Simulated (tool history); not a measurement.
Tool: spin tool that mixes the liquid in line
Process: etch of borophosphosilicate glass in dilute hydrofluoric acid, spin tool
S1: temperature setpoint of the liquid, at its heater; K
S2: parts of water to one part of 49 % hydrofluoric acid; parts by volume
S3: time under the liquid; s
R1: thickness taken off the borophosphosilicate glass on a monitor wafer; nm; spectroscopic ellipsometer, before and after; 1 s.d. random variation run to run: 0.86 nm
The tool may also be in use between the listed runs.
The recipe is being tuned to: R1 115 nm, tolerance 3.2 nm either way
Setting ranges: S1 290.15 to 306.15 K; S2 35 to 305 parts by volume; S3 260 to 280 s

| run | hour | S1 | S2 | S3 | R1 |
|---|---|---|---|---|---|
| 1 | 0 | 298.15 | 170 | 260 | 66.596 |
| 2 | 8.6 | 299.15 | 165 | 260 | 70.291 |
| 3 | 9.8 | 301.65 | 165 | 260 | 78.17 |
| 4 | 12.9 | 302.15 | 160 | 260 | 81.155 |
| 5 | 21.2 | 302.65 | 155 | 260 | 88.362 |
| 6 | 24.7 | 303.15 | 155 | 260 | 89.179 |
| 7 | 33.5 | 303.65 | 150 | 260 | 92.972 |
| 8 | 34.9 | 304.15 | 145 | 260 | 99.913 |
| 9 | 40 | 305.15 | 140 | 260 | 108.56 |

Which one of the following 4 next-run settings gets every result inside its allowed miss? There is exactly one.
| A | 45.1 | 303.15 | 130 | 270 | ? |
| B | 45.1 | 304.65 | 140 | 260 | ? |
| C | 45.1 | 303.15 | 140 | 275 | ? |
| D | 45.1 | 299.15 | 120 | 260 | ? |

| move | R1 |
|---|---|
| A | 113.1 |
| B | 105.32 |
| C | 105.54 |
| D | 102.91 |
A: hits every target within its allowed miss
B: moves away from the targets compared with the last run
C: moves away from the targets compared with the last run
D: moves away from the targets compared with the last run
A meets every target.

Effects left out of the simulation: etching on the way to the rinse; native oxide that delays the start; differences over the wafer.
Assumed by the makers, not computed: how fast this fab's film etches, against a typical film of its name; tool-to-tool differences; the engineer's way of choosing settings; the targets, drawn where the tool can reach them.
